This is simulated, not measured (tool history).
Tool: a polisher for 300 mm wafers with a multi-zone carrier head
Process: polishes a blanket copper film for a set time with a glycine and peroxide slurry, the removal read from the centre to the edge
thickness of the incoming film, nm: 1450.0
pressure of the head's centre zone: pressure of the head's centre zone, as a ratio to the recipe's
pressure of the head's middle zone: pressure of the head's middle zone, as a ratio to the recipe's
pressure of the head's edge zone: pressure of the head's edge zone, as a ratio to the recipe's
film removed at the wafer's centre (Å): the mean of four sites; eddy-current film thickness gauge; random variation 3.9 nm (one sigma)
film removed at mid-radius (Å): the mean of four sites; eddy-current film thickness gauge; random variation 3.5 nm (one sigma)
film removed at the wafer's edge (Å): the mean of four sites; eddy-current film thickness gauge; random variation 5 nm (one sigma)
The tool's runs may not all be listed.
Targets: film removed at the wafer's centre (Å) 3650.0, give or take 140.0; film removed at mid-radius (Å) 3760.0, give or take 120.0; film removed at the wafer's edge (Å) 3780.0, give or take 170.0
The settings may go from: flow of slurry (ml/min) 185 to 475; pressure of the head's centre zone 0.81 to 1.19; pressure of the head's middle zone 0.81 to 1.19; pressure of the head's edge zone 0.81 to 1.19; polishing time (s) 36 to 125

| run | hour | flow of slurry (ml/min) | pressure of the head's centre zone | pressure of the head's middle zone | pressure of the head's edge zone | polishing time (s) | film removed at the wafer's centre (Å) | film removed at mid-radius (Å) | film removed at the wafer's edge (Å) |
|---|---|---|---|---|---|---|---|---|---|
| 1 | 0.0 | 305 | 1.00 | 1.00 | 1.00 | 80 | 3110.2 | 3010.6 | 3123.2 |
| 2 | 8.6 | 305 | 1.00 | 1.01 | 1.02 | 81 | 3089.7 | 3134.3 | 3145.7 |
| 3 | 13.9 | 305 | 1.00 | 1.01 | 1.03 | 82 | 3136.8 | 3207.6 | 3175.9 |
| 4 | 21.7 | 305 | 1.03 | 1.01 | 1.03 | 82 | 3296.2 | 3180.5 | 3176.0 |
| 5 | 25.4 | 305 | 1.11 | 1.01 | 1.03 | 82 | 3475.3 | 3159.3 | 3157.9 |
| 6 | 26.1 | 305 | 1.11 | 0.96 | 1.03 | 82 | 3563.0 | 3046.7 | 3233.5 |
| 7 | 27.8 | 305 | 1.10 | 0.97 | 1.04 | 83 | 3488.7 | 3127.3 | 3287.9 |
| 8 | 32.1 | 305 | 1.10 | 0.98 | 1.05 | 84 | 3587.2 | 3184.2 | 3290.8 |
| 9 | 33.4 | 305 | 1.09 | 0.98 | 1.06 | 85 | 3519.4 | 3245.7 | 3311.9 |
| 10 | 37.2 | 305 | 1.08 | 0.98 | 1.07 | 86 | 3558.3 | 3250.3 | 3430.0 |
| 11 | 39.9 | 305 | 1.08 | 0.99 | 1.08 | 87 | 3588.2 | 3343.9 | 3450.5 |
| 12 | 45.7 | 305 | 1.07 | 0.99 | 1.09 | 88 | 3617.1 | 3325.0 | 3419.4 |
| 13 | 51.7 | 305 | 1.06 | 0.99 | 1.09 | 89 | 3555.7 | 3403.4 | 3519.1 |
| 14 | 56.7 | 305 | 1.06 | 0.99 | 1.09 | 90 | 3640.3 | 3440.8 | 3622.8 |
| 15 | 65.2 | 305 | 1.06 | 1.00 | 1.09 | 90 | 3622.3 | 3419.2 | 3588.2 |

Which single option among these 5 for the next run brings every result within its allowed miss of target? Just one does.
| A | 73.7 | 330 | 1.03 | 1.07 | 1.14 | 92 | ? | ? | ? |
| B | 73.7 | 365 | 0.93 | 0.86 | 1.18 | 101 | ? | ? | ? |
| C | 73.7 | 320 | 1.05 | 0.98 | 1.13 | 98 | ? | ? | ? |
| D | 73.7 | 280 | 0.88 | 0.81 | 0.89 | 106 | ? | ? | ? |
| E | 73.7 | 245 | 0.98 | 1.00 | 1.14 | 100 | ? | ? | ? |

| move | film removed at the wafer's centre (Å) | film removed at mid-radius (Å) | film removed at the wafer's edge (Å) |
|---|---|---|---|
| A | 3691.0 | 3773.4 | 3767.7 |
| B | 3678.8 | 3504.0 | 4244.9 |
| C | 3996.5 | 3734.5 | 3993.2 |
| D | 3573.9 | 3445.8 | 3827.1 |
| E | 3718.4 | 3795.0 | 4028.1 |
A: meets every target
B: about the same distance from the targets as the last run
C: the worst result of the last run now meets its target, but another is out of spec
D: gains on the last run, yet a result remains outside its allowed miss
E: the worst result of the last run now meets its target, but another is out of spec
Move A is the one to make.

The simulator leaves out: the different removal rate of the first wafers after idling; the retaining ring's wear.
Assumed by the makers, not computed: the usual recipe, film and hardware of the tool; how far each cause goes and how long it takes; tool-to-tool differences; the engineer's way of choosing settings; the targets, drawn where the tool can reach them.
